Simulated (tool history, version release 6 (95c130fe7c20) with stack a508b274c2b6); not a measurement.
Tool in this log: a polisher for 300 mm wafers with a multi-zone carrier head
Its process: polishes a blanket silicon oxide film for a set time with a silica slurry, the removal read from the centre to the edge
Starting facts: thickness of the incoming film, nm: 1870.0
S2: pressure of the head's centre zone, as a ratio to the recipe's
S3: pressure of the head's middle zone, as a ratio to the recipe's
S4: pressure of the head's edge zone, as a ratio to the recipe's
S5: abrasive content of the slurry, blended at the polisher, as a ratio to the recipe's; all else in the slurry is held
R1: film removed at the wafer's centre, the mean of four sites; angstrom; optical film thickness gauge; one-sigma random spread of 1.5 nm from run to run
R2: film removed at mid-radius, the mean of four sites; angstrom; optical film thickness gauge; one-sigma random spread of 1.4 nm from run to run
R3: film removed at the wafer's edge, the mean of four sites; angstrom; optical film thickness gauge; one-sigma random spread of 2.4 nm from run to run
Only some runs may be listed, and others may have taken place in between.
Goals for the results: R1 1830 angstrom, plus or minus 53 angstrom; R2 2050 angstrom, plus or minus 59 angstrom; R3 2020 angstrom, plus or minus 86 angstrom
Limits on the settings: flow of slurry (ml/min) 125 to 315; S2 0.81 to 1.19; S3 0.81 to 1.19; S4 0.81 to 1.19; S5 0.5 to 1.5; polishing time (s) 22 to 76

run 1 hour=0 | flow_of_slurry_(ml/min)=205 S2=1 S3=1 S4=1 S5=1 polishing_time_(s)=49 | R1=1548.9 R2=1564.7 R3=1557.6
run 2 hour=8.4 | flow_of_slurry_(ml/min)=215 S2=1 S3=1.03 S4=1.05 S5=1.1 polishing_time_(s)=49 | R1=1609.4 R2=1667.3 R3=1691.5
run 3 hour=15.6 | flow_of_slurry_(ml/min)=185 S2=1 S3=1.03 S4=1.05 S5=1.1 polishing_time_(s)=49 | R1=1593.9 R2=1640 R3=1694
run 4 hour=17.7 | flow_of_slurry_(ml/min)=210 S2=1 S3=1.03 S4=1.05 S5=1.1 polishing_time_(s)=49 | R1=1629.3 R2=1668.5 R3=1724.8
run 5 hour=23.5 | flow_of_slurry_(ml/min)=210 S2=1 S3=1.03 S4=1.05 S5=1.1 polishing_time_(s)=40 | R1=1327.9 R2=1371.1 R3=1359.6
run 6 hour=24.4 | flow_of_slurry_(ml/min)=215 S2=1.01 S3=1.08 S4=1.08 S5=1.25 polishing_time_(s)=42 | R1=1499.4 R2=1538.3 R3=1539.6
run 7 hour=32.9 | flow_of_slurry_(ml/min)=220 S2=0.99 S3=1.11 S4=1.09 S5=1.35 polishing_time_(s)=44 | R1=1588.6 R2=1696.2 R3=1723
run 8 hour=36.3 | flow_of_slurry_(ml/min)=220 S2=0.99 S3=1.11 S4=1.09 S5=1.35 polishing_time_(s)=44 | R1=1577.7 R2=1699.3 R3=1684.9
run 9 hour=43.9 | flow_of_slurry_(ml/min)=225 S2=0.99 S3=1.13 S4=1.11 S5=1.4 polishing_time_(s)=45 | R1=1643.5 R2=1777 R3=1736.7
run 10 hour=48.6 | flow_of_slurry_(ml/min)=220 S2=0.98 S3=1.13 S4=1.11 S5=1.4 polishing_time_(s)=47 | R1=1686.8 R2=1860.7 R3=1843.7
run 11 hour=49.2 | flow_of_slurry_(ml/min)=220 S2=0.98 S3=1.13 S4=1.11 S5=1.4 polishing_time_(s)=47 | R1=1711.5 R2=1837.1 R3=1851.8
run 12 hour=55.2 | flow_of_slurry_(ml/min)=225 S2=0.97 S3=1.15 S4=1.11 S5=1.45 polishing_time_(s)=48 | R1=1725.4 R2=1898.9 R3=1906
run 13 hour=60 | flow_of_slurry_(ml/min)=230 S2=0.97 S3=1.16 S4=1.11 S5=1.45 polishing_time_(s)=49 | R1=1756 R2=1977 R3=1983

Exactly one of the 5 candidate moves below puts every result within its allowed miss. Which one?
run A hour=64.8 | flow_of_slurry_(ml/min)=230 S2=0.83 S3=1.03 S4=1.02 S5=1.4 polishing_time_(s)=52 | R1=? R2=? R3=?
run B hour=64.8 | flow_of_slurry_(ml/min)=225 S2=0.92 S3=1.17 S4=1.07 S5=1.4 polishing_time_(s)=50 | R1=? R2=? R3=?
run C hour=64.8 | flow_of_slurry_(ml/min)=270 S2=0.9 S3=0.96 S4=1.19 S5=1.45 polishing_time_(s)=51 | R1=? R2=? R3=?
run D hour=64.8 | flow_of_slurry_(ml/min)=155 S2=0.84 S3=1.1 S4=1.06 S5=1.5 polishing_time_(s)=53 | R1=? R2=? R3=?
run E hour=64.8 | flow_of_slurry_(ml/min)=315 S2=0.92 S3=1.07 S4=1.05 S5=1.5 polishing_time_(s)=50 | R1=? R2=? R3=?

move=A R1=1619.6 R2=1972.5 R3=1957.5
move=B R1=1709.7 R2=2016.6 R3=1922
move=C R1=1763.3 R2=1922.7 R3=2127.9
move=D R1=1632.8 R2=2041.6 R3=2020.3
move=E R1=1813.6 R2=2038 R3=1999.7
A: the biggest miss grows against the last run
B: the biggest miss grows against the last run
C: the biggest miss grows against the last run
D: the biggest miss grows against the last run
E: in spec on every target
Correct choice: E, which meets every target

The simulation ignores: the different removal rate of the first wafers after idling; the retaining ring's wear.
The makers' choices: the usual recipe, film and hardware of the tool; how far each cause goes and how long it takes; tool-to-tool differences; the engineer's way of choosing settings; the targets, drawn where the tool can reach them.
